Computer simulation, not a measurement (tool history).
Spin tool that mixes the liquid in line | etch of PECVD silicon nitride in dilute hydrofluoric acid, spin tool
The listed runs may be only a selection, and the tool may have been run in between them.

run  hour  temperature setpoint of the liquid (K)  parts of water to one part of 49 % hydrofluoric acid (parts by volume)  time under the liquid (s)  thickness taken off the PECVD silicon nitride on a monitor wafer (angstrom)
  1   0.0                                  293.15                                                                      60                        180                                                                        79.36
  2   5.8                                  293.15                                                                      70                        180                                                                        67.49
  3  13.3                                  293.15                                                                      55                        180                                                                        86.83
  4  15.7                                  295.15                                                                      45                        180                                                                       120.61
  5  23.5                                  296.65                                                                      40                        180                                                                       150.41
  6  28.1                                  297.65                                                                      40                        180                                                                       160.72
  7  36.7                                  298.65                                                                      35                        180                                                                       196.60
  8  41.8                                  299.15                                                                      35                        180                                                                       198.05
  9  42.6                                  299.65                                                                      35                        180                                                                       206.50

Run 10 has not been measured yet. What should we expect?
 10  50.6                                  301.15                                                                      30                        180                                                                            ?

thickness taken off the PECVD silicon nitride on a monitor wafer (angstrom): 268.48
